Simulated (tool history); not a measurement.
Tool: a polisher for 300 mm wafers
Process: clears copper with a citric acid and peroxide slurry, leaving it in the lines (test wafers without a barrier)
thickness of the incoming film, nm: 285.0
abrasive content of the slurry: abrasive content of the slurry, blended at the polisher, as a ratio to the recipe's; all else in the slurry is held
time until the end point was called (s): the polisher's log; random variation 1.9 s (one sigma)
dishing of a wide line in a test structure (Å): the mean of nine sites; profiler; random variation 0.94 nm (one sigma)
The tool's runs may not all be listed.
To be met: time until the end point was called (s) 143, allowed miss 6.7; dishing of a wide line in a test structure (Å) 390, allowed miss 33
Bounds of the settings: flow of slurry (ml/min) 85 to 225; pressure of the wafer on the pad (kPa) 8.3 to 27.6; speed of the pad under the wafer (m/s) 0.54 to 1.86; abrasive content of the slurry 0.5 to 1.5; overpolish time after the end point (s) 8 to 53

run	hour	flow of slurry (ml/min)	pressure of the wafer on the pad (kPa)	speed of the pad under the wafer (m/s)	abrasive content of the slurry	overpolish time after the end point (s)	time until the end point was called (s)	dishing of a wide line in a test structure (Å)
1	0	145	17.9	1.18	1	27	113.06	410.82
2	4.7	145	17.2	1.18	1	28	120.52	411.17
3	12.5	145	17.2	1.18	1	39	120.4	511.05
4	17	145	17.2	1.18	1.1	39	117.92	517.08
5	25.9	125	17.2	1.18	1.1	39	126.49	517.75
6	34.1	125	17.2	1.18	1.1	38	123.49	498.46
7	40.7	125	17.2	1.18	1.1	37	120.42	485.31
8	43.1	125	16.5	1.18	1.1	37	128.55	485.42

5 next moves are on the table. One of them brings every result within its allowed miss. Which?
A	45.5	110	20.7	0.96	1	34	?	?
B	45.5	140	17.9	1.44	0.9	21	?	?
C	45.5	90	22.1	1.1	0.65	41	?	?
D	45.5	85	15.2	1.36	1.2	24	?	?
E	45.5	135	15.2	1.14	1.1	32	?	?

move	time until the end point was called (s)	dishing of a wide line in a test structure (Å)
A	131.6	446.85
B	98.729	379.31
C	123.58	538.86
D	131.54	331.11
E	141.19	391.75
A: nearer than the last run, and not there yet
B: brings the result that was furthest off to its target, and leaves another outside
C: further off than the last run
D: takes the result that was furthest off past its target
E: meets every target
Answer: E
